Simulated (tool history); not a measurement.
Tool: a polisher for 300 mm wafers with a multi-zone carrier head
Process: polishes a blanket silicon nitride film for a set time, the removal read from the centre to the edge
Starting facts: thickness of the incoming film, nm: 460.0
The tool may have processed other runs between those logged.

run,day,flow of slurry (ml/min),pressure of the head's centre zone,pressure of the head's middle zone,pressure of the head's edge zone,polishing time (s),film removed at the wafer's centre (angstrom),film removed at mid-radius (angstrom),film removed at the wafer's edge (angstrom)
1,0,305,1,1,1,37,434.2,436.91,440.19
2,0.212,305,1,1,1,31,365.61,371.62,369.16
3,0.533,305,1,1,1,39,452.84,456.07,459.56
4,0.638,305,1,1,1.05,39,458.09,462.71,466.93
5,0.904,305,1,1,1.09,39,457.65,461.12,486.17
6,1.038,305,1,1,1.14,39,453.58,453.68,488.96

The next listed run, before its measurement:
7,1.35,305,0.99,1.02,1.15,42,?,?,?

For run 7 the tool returned film removed at the wafer's centre (angstrom) 485.73, film removed at mid-radius (angstrom) 501.4, film removed at the wafer's edge (angstrom) 525.5.
